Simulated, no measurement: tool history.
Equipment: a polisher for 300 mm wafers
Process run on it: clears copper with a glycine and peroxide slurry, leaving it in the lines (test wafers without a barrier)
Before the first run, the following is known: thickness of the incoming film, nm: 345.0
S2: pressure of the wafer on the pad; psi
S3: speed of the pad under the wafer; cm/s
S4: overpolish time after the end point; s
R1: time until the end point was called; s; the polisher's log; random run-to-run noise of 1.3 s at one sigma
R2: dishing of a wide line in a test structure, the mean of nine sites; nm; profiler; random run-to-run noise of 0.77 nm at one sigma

run 1 hour=0 | flow_of_slurry_(ml/min)=130 S2=1.9 S3=102 S4=29 | R1=87.844 R2=61.393
run 2 hour=3.2 | flow_of_slurry_(ml/min)=100 S2=1.9 S3=102 S4=29 | R1=95.454 R2=62.165
run 3 hour=9.4 | flow_of_slurry_(ml/min)=110 S2=1.9 S3=102 S4=29 | R1=91.329 R2=61.97
run 4 hour=16.3 | flow_of_slurry_(ml/min)=110 S2=1.8 S3=102 S4=27 | R1=93.633 R2=56.259
run 5 hour=19.5 | flow_of_slurry_(ml/min)=110 S2=1.8 S3=102 S4=15 | R1=93.243 R2=34.347
run 6 hour=23.2 | flow_of_slurry_(ml/min)=110 S2=1.8 S3=124 S4=15 | R1=86.651 R2=37.778

What will run 7 give?
run 7 hour=31.7 | flow_of_slurry_(ml/min)=100 S2=1.4 S3=126 S4=25 | R1=? R2=?

Logged for run 7: R1 103.88 s, R2 48.649 nm.
